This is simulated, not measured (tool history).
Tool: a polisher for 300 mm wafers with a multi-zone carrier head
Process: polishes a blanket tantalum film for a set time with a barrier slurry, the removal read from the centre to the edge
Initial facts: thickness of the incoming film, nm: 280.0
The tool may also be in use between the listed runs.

run,hour,flow of slurry (ml/min),pressure of the head's centre zone,pressure of the head's middle zone,pressure of the head's edge zone,abrasive content of the slurry,polishing time (s),film removed at the wafer's centre (angstrom),film removed at mid-radius (angstrom),film removed at the wafer's edge (angstrom)
1,0,300,1,1,1,1,39,923.18,906.64,901
2,2.7,295,1.01,0.97,0.97,0.9,35,800.07,777.28,748.22
3,4.2,295,1.01,0.97,0.97,0.8,35,768.04,721.57,730.43
4,8.4,290,1.02,0.94,0.94,0.75,33,711.09,668.03,655.04
5,12.2,290,0.94,0.94,0.94,0.75,33,654.85,677.4,659.03
6,17.1,285,0.97,0.91,0.93,0.7,31,617.52,584.06,597.84
7,17.8,275,0.98,0.89,0.9,0.65,31,591.42,562.47,571.92
8,22.3,270,1.01,0.87,0.88,0.6,31,604.21,523.87,542.79
9,24.6,260,1.01,0.86,0.86,0.6,31,583.25,516.84,532.17
10,30.9,250,1.02,0.85,0.85,0.6,31,590.24,515.81,532.47

Forecast run 11:
11,35.3,250,1.03,0.84,0.85,0.6,31,?,?,?

{"run 11": {"film removed at the wafer's centre (angstrom)": 610.32, "film removed at mid-radius (angstrom)": 514.8, "film removed at the wafer's edge (angstrom)": 535.04}}

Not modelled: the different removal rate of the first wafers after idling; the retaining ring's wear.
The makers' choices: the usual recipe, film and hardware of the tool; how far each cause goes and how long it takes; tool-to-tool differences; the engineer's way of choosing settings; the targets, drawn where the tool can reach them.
